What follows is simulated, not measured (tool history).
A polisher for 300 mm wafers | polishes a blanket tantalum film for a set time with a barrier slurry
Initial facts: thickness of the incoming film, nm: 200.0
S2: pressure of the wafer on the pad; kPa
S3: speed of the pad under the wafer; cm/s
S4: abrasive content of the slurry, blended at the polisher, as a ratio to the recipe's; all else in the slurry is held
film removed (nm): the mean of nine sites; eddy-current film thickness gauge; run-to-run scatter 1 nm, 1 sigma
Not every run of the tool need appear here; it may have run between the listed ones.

{"run": 1, "hour": 0.0, "flow of slurry (ml/min)": 270, "S2": 9.7, "S3": 122, "S4": 1.0, "polishing time (s)": 74, "film removed (nm)": 114.37}
{"run": 2, "hour": 3.8, "flow of slurry (ml/min)": 270, "S2": 9.0, "S3": 122, "S4": 1.0, "polishing time (s)": 74, "film removed (nm)": 110.32}
{"run": 3, "hour": 8.8, "flow of slurry (ml/min)": 270, "S2": 9.0, "S3": 122, "S4": 0.85, "polishing time (s)": 74, "film removed (nm)": 103.87}
{"run": 4, "hour": 17.8, "flow of slurry (ml/min)": 270, "S2": 11.0, "S3": 122, "S4": 0.85, "polishing time (s)": 74, "film removed (nm)": 122.66}
{"run": 5, "hour": 25.9, "flow of slurry (ml/min)": 270, "S2": 10.3, "S3": 122, "S4": 0.85, "polishing time (s)": 74, "film removed (nm)": 114.06}
{"run": 6, "hour": 31.9, "flow of slurry (ml/min)": 270, "S2": 9.7, "S3": 122, "S4": 0.85, "polishing time (s)": 74, "film removed (nm)": 108.64}

Predict the results of run 7:
{"run": 7, "hour": 38.3, "flow of slurry (ml/min)": 270, "S2": 9.0, "S3": 122, "S4": 0.85, "polishing time (s)": 74, "film removed (nm)": "?"}

film removed (nm): 104.02
